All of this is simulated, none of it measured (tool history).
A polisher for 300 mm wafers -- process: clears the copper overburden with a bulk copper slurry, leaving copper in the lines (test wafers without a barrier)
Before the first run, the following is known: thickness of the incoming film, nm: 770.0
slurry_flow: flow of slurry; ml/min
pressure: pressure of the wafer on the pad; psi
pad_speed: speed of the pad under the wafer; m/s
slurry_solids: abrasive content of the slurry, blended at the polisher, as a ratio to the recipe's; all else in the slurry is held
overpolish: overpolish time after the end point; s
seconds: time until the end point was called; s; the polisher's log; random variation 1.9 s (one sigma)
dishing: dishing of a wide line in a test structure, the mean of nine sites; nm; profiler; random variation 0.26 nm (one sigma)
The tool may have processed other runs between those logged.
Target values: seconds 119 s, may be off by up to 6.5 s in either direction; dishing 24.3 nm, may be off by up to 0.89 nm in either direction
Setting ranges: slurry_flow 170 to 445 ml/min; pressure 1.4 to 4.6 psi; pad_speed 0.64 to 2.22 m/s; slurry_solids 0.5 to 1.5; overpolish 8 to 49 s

Run 1, hour 0: slurry_flow 285 ml/min, pressure 3 psi, pad_speed 1.42 m/s, slurry_solids 1, overpolish 25 s. Result: seconds 56.976 s, dishing 25.793 nm.
Run 2, hour 2.5: slurry_flow 285 ml/min, pressure 2.8 psi, pad_speed 1.38 m/s, slurry_solids 1, overpolish 25 s. Result: seconds 62.845 s, dishing 25.602 nm.
Run 3, hour 8.2: slurry_flow 225 ml/min, pressure 2.8 psi, pad_speed 1.38 m/s, slurry_solids 1, overpolish 25 s. Result: seconds 65.494 s, dishing 25.001 nm.
Run 4, hour 13.8: slurry_flow 265 ml/min, pressure 2.8 psi, pad_speed 1.38 m/s, slurry_solids 1, overpolish 25 s. Result: seconds 63.37 s, dishing 25.682 nm.
Run 5, hour 15.3: slurry_flow 265 ml/min, pressure 2.8 psi, pad_speed 1.38 m/s, slurry_solids 1.2, overpolish 25 s. Result: seconds 61.782 s, dishing 25.156 nm.
Run 6, hour 22: slurry_flow 265 ml/min, pressure 2.8 psi, pad_speed 1.04 m/s, slurry_solids 1.2, overpolish 25 s. Result: seconds 81.55 s, dishing 25.469 nm.
Run 7, hour 27.4: slurry_flow 260 ml/min, pressure 2.6 psi, pad_speed 1.04 m/s, slurry_solids 1.2, overpolish 25 s. Result: seconds 86.888 s, dishing 25.112 nm.
Run 8, hour 28.8: slurry_flow 260 ml/min, pressure 2.5 psi, pad_speed 1.02 m/s, slurry_solids 1.2, overpolish 25 s. Result: seconds 90.385 s, dishing 24.823 nm.
At hour 31.6: head pressure recalibrated.
Run 9, hour 31.6: slurry_flow 265 ml/min, pressure 2.4 psi, pad_speed 1 m/s, slurry_solids 1.2, overpolish 25 s. Result: seconds 103.47 s, dishing 25.094 nm.
Run 10, hour 39.3: slurry_flow 255 ml/min, pressure 2.4 psi, pad_speed 1 m/s, slurry_solids 1.2, overpolish 25 s. Result: seconds 103.04 s, dishing 25.071 nm.
Run 11, hour 46: slurry_flow 245 ml/min, pressure 2.4 psi, pad_speed 1 m/s, slurry_solids 1.2, overpolish 25 s. Result: seconds 102.39 s, dishing 24.656 nm.
Run 12, hour 50.5: slurry_flow 240 ml/min, pressure 1.9 psi, pad_speed 0.96 m/s, slurry_solids 1.2, overpolish 25 s. Result: seconds 128.14 s, dishing 24.109 nm.

4 next moves are on the table. One of them brings every result within its allowed miss. Which?
Run A, hour 55: slurry_flow 220 ml/min, pressure 1.8 psi, pad_speed 0.92 m/s, slurry_solids 1.05, overpolish 25 s. Result: seconds ?, dishing ?.
Run B, hour 55: slurry_flow 175 ml/min, pressure 1.9 psi, pad_speed 0.94 m/s, slurry_solids 1.4, overpolish 34 s. Result: seconds ?, dishing ?.
Run C, hour 55: slurry_flow 395 ml/min, pressure 2.5 psi, pad_speed 0.68 m/s, slurry_solids 1.1, overpolish 27 s. Result: seconds ?, dishing ?.
Run D, hour 55: slurry_flow 180 ml/min, pressure 1.9 psi, pad_speed 1.06 m/s, slurry_solids 1.35, overpolish 32 s. Result: seconds ?, dishing ?.

move  seconds  dishing
   A   141.17   24.044
   B    131.6   24.326
   C    140.7   24.747
   D   117.49   24.333
A: its largest miss is bigger than the last run's
B: its largest miss is bigger than the last run's
C: its largest miss is bigger than the last run's
D: hits every target within its allowed miss
So the answer is move D, the one that meets all the targets.
